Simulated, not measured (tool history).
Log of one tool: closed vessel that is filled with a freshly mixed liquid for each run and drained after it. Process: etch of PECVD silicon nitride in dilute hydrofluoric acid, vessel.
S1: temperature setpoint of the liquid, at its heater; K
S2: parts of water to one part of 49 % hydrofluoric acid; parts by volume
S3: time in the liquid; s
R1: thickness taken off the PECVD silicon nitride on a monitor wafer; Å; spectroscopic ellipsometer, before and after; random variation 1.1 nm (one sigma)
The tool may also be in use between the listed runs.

run	hour	S1	S2	S3	R1
1	0	298.15	135	3065	733.19
2	1.4	299.15	120	3065	873.79
3	7	300.15	105	3065	1059
4	10.1	300.15	155	3065	721.04
5	15.9	300.15	155	3065	724.1
6	22.7	303.15	155	3065	870.28

Run 7 comes next. What will it give?
7	28.9	303.65	140	3065	?

R1: 994.86 Å

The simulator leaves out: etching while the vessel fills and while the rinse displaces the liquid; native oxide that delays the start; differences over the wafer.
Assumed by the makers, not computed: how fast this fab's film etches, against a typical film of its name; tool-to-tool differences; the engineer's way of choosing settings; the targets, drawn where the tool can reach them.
